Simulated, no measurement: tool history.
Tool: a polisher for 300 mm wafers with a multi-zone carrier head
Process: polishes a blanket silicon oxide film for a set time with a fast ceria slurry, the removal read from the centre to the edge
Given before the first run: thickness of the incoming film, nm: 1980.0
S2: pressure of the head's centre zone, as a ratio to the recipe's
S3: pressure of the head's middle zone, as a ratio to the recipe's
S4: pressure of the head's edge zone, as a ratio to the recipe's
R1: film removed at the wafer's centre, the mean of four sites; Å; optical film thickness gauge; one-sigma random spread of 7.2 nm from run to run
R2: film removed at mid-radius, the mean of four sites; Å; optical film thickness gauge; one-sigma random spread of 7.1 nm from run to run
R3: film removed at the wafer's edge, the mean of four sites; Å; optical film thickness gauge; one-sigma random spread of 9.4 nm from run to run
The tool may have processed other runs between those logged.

run 1 hour=0.0 | flow_of_slurry_(ml/min)=190 S2=1.00 S3=1.00 S4=1.00 polishing_time_(s)=51 | R1=7489.0 R2=8013.9 R3=7994.6
run 2 hour=0.6 | flow_of_slurry_(ml/min)=190 S2=1.00 S3=1.00 S4=0.92 polishing_time_(s)=51 | R1=7497.9 R2=7765.8 R3=7723.7
run 3 hour=5.1 | flow_of_slurry_(ml/min)=210 S2=1.00 S3=1.00 S4=0.92 polishing_time_(s)=51 | R1=7662.0 R2=8157.2 R3=7826.5
run 4 hour=5.9 | flow_of_slurry_(ml/min)=230 S2=1.00 S3=1.00 S4=0.92 polishing_time_(s)=51 | R1=7713.1 R2=8047.8 R3=7968.6
run 5 hour=11.5 | flow_of_slurry_(ml/min)=230 S2=1.07 S3=1.00 S4=0.92 polishing_time_(s)=51 | R1=8311.7 R2=7921.2 R3=7991.5
run 6 hour=15.2 | flow_of_slurry_(ml/min)=265 S2=1.07 S3=1.00 S4=0.92 polishing_time_(s)=51 | R1=8321.4 R2=8164.2 R3=8033.4
run 7 hour=18.0 | flow_of_slurry_(ml/min)=260 S2=1.01 S3=0.96 S4=0.92 polishing_time_(s)=48 | R1=7426.0 R2=7417.9 R3=7642.2
run 8 hour=21.1 | flow_of_slurry_(ml/min)=255 S2=0.97 S3=0.94 S4=0.91 polishing_time_(s)=46 | R1=6949.3 R2=7066.4 R3=7078.9

For run 9, what comes out?
run 9 hour=22.1 | flow_of_slurry_(ml/min)=250 S2=0.92 S3=0.91 S4=0.93 polishing_time_(s)=45 | R1=? R2=? R3=?

R1: 6506.2 Å
R2: 6624.4 Å
R3: 6975.1 Å
